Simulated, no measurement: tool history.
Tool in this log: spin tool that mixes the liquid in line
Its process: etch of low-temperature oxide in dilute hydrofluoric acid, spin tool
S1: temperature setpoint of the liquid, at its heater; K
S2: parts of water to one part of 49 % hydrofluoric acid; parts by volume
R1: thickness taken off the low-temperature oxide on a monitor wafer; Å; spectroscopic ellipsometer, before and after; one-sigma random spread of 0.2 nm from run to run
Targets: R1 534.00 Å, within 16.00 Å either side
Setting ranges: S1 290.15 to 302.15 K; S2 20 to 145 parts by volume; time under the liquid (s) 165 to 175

Run 1, hour 0.0: S1 294.15 K, S2 80 parts by volume, time under the liquid (s) 165. Result: R1 629.42 Å.
Run 2, hour 4.9: S1 293.15 K, S2 80 parts by volume, time under the liquid (s) 165. Result: R1 605.87 Å.
Run 3, hour 6.8: S1 293.15 K, S2 80 parts by volume, time under the liquid (s) 175. Result: R1 640.71 Å.
Run 4, hour 8.9: S1 296.15 K, S2 80 parts by volume, time under the liquid (s) 175. Result: R1 728.86 Å.
Run 5, hour 16.4: S1 294.65 K, S2 80 parts by volume, time under the liquid (s) 175. Result: R1 683.09 Å.
Run 6, hour 18.2: S1 294.65 K, S2 60 parts by volume, time under the liquid (s) 175. Result: R1 937.06 Å.
Run 7, hour 20.8: S1 293.65 K, S2 65 parts by volume, time under the liquid (s) 175. Result: R1 818.12 Å.
Run 8, hour 27.8: S1 292.65 K, S2 70 parts by volume, time under the liquid (s) 175. Result: R1 725.53 Å.
Run 9, hour 34.6: S1 292.15 K, S2 75 parts by volume, time under the liquid (s) 175. Result: R1 661.96 Å.
Run 10, hour 38.1: S1 291.65 K, S2 75 parts by volume, time under the liquid (s) 175. Result: R1 646.97 Å.
Run 11, hour 40.2: S1 291.15 K, S2 75 parts by volume, time under the liquid (s) 175. Result: R1 631.47 Å.

Exactly one of the 5 candidate moves below puts every result within its allowed miss. Which one?
Run A, hour 42.3: S1 291.15 K, S2 75 parts by volume, time under the liquid (s) 165. Result: R1 ?.
Run B, hour 42.3: S1 290.65 K, S2 60 parts by volume, time under the liquid (s) 175. Result: R1 ?.
Run C, hour 42.3: S1 292.15 K, S2 65 parts by volume, time under the liquid (s) 175. Result: R1 ?.
Run D, hour 42.3: S1 290.15 K, S2 80 parts by volume, time under the liquid (s) 165. Result: R1 ?.
Run E, hour 42.3: S1 292.15 K, S2 75 parts by volume, time under the liquid (s) 175. Result: R1 ?.

move      R1
   A  598.86
   B  790.22
   C  773.30
   D  535.11
   E  662.59
A: nearer the targets than the last run, but a result is still out of spec
B: its largest miss is bigger than the last run's
C: its largest miss is bigger than the last run's
D: every result within its allowed miss
E: its largest miss is bigger than the last run's
D meets every target.

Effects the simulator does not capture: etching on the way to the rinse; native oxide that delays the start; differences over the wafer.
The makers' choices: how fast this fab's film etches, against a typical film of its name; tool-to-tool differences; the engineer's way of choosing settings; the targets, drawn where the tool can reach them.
